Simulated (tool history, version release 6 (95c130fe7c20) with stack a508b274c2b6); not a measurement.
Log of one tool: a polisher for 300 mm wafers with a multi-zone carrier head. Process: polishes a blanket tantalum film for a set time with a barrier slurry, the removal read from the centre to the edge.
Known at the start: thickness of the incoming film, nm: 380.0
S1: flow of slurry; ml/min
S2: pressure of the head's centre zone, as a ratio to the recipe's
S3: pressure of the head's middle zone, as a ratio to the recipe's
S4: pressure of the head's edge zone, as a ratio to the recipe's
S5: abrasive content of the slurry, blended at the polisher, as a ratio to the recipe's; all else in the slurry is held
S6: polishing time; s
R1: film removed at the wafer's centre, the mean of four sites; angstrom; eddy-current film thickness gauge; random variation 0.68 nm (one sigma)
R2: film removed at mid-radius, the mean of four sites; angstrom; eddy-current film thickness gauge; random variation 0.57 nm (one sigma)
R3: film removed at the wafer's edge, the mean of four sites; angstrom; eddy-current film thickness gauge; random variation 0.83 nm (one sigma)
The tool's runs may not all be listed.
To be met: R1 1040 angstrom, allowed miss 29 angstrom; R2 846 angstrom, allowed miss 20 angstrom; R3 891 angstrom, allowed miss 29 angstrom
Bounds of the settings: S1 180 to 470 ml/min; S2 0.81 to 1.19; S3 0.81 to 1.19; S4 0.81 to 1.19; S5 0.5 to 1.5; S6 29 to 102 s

Run 1, hour 0: S1 300 ml/min, S2 1, S3 1, S4 1, S5 1, S6 65 s. Result: R1 1160.7 angstrom, R2 1166.2 angstrom, R3 1182.9 angstrom.
Run 2, hour 1: S1 300 ml/min, S2 1.01, S3 0.98, S4 0.98, S5 0.95, S6 65 s. Result: R1 1170 angstrom, R2 1141.7 angstrom, R3 1153 angstrom.
Run 3, hour 8.4: S1 300 ml/min, S2 0.93, S3 0.98, S4 0.98, S5 0.95, S6 65 s. Result: R1 1094.5 angstrom, R2 1123.2 angstrom, R3 1159.1 angstrom.
Run 4, hour 14.8: S1 300 ml/min, S2 1.01, S3 0.98, S4 0.98, S5 0.95, S6 65 s. Result: R1 1181.5 angstrom, R2 1135.8 angstrom, R3 1151.6 angstrom.
Run 5, hour 21.5: S1 300 ml/min, S2 1.01, S3 0.92, S4 0.98, S5 0.95, S6 65 s. Result: R1 1172.7 angstrom, R2 1070.3 angstrom, R3 1146.7 angstrom.
Run 6, hour 27.8: S1 295 ml/min, S2 1.01, S3 0.91, S4 0.96, S5 0.9, S6 65 s. Result: R1 1145.9 angstrom, R2 1067.7 angstrom, R3 1115 angstrom.
Run 7, hour 31.8: S1 300 ml/min, S2 1.03, S3 0.9, S4 0.96, S5 0.85, S6 64 s. Result: R1 1136 angstrom, R2 1041.3 angstrom, R3 1104.5 angstrom.
Run 8, hour 38.6: S1 240 ml/min, S2 1.13, S3 0.84, S4 0.86, S5 0.6, S6 58 s. Result: R1 1001.6 angstrom, R2 817.04 angstrom, R3 856.54 angstrom.
Run 9, hour 39.8: S1 245 ml/min, S2 1.13, S3 0.84, S4 0.87, S5 0.6, S6 58 s. Result: R1 1001.2 angstrom, R2 812.83 angstrom, R3 869.52 angstrom.

4 next moves are on the table. One of them brings every result within its allowed miss. Which?
Run A, hour 41: S1 235 ml/min, S2 1.18, S3 0.81, S4 1.03, S5 0.85, S6 49 s. Result: R1 ?, R2 ?, R3 ?.
Run B, hour 41: S1 295 ml/min, S2 1.15, S3 0.89, S4 0.91, S5 0.75, S6 54 s. Result: R1 ?, R2 ?, R3 ?.
Run C, hour 41: S1 260 ml/min, S2 1.05, S3 0.84, S4 0.91, S5 0.6, S6 60 s. Result: R1 ?, R2 ?, R3 ?.
Run D, hour 41: S1 220 ml/min, S2 1.08, S3 0.93, S4 0.84, S5 0.7, S6 57 s. Result: R1 ?, R2 ?, R3 ?.

move      R1      R2      R3
   A  948.65  727.12  848.87
   B  1027.8  843.74   879.2
   C  989.86  852.61  919.55
   D  971.01  864.69  857.38
A: further off than the last run
B: meets every target
C: brings the result that was furthest off to its target, and leaves another outside
D: brings the result that was furthest off to its target, and leaves another outside
Move B is the one to make.
